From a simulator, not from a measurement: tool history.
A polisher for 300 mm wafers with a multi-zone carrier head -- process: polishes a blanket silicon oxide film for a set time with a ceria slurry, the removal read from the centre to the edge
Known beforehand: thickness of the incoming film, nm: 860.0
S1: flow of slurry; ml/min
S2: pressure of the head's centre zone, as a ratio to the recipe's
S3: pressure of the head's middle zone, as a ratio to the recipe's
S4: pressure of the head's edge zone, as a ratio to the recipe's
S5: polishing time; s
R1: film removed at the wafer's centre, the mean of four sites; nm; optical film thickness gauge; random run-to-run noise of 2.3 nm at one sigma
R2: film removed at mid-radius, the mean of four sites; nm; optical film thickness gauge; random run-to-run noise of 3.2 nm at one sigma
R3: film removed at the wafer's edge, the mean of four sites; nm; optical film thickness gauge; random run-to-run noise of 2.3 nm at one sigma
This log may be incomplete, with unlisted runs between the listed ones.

run,hour,S1,S2,S3,S4,S5,R1,R2,R3
1,0.0,210,1.00,1.00,1.00,51,336.90,342.32,326.16
2,1.3,210,1.00,1.00,1.00,46,305.37,302.30,297.41
3,7.5,210,1.00,0.95,1.00,46,304.38,294.20,302.88
4,14.9,205,0.97,1.00,0.96,42,272.99,281.99,263.30
5,20.8,185,0.97,1.00,0.96,42,263.47,269.80,266.69
6,28.3,185,0.97,1.09,0.96,42,267.97,293.28,264.43

Run 7, settings as shown, results not yet in. Your forecast:
7,31.0,195,0.94,1.09,0.93,39,?,?,?

Logged for run 7: R1 240.31 nm, R2 272.33 nm, R3 246.27 nm.

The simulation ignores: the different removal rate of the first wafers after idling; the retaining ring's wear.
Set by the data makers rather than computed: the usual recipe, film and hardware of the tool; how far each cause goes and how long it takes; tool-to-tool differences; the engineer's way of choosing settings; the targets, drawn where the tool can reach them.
